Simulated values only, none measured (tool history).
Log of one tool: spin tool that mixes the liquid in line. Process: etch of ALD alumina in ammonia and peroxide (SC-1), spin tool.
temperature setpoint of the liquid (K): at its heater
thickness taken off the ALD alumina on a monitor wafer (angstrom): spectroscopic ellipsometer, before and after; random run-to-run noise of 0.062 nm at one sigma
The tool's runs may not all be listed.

| run | day | temperature setpoint of the liquid (K) | parts of 29 % ammonia solution to one part of 30 % peroxide (parts by volume) | time under the liquid (s) | thickness taken off the ALD alumina on a monitor wafer (angstrom) |
|---|---|---|---|---|---|
| 1 | 0.000 | 325.15 | 0.7 | 80 | 49.611 |
| 2 | 0.225 | 325.15 | 0.7 | 80 | 49.123 |
| 3 | 0.421 | 326.65 | 0.7 | 80 | 53.204 |
| 4 | 0.733 | 327.65 | 0.7 | 80 | 56.867 |
| 5 | 0.762 | 321.65 | 0.7 | 80 | 41.501 |
| 6 | 1.125 | 321.65 | 0.7 | 80 | 40.716 |
| 7 | 1.192 | 323.65 | 0.7 | 80 | 46.455 |
| 8 | 1.488 | 325.15 | 0.7 | 80 | 49.414 |

Run 9 has not been measured yet. What should we expect?
| 9 | 1.850 | 326.65 | 0.7 | 80 | ? |

For run 9 the tool returned thickness taken off the ALD alumina on a monitor wafer (angstrom) 53.953.
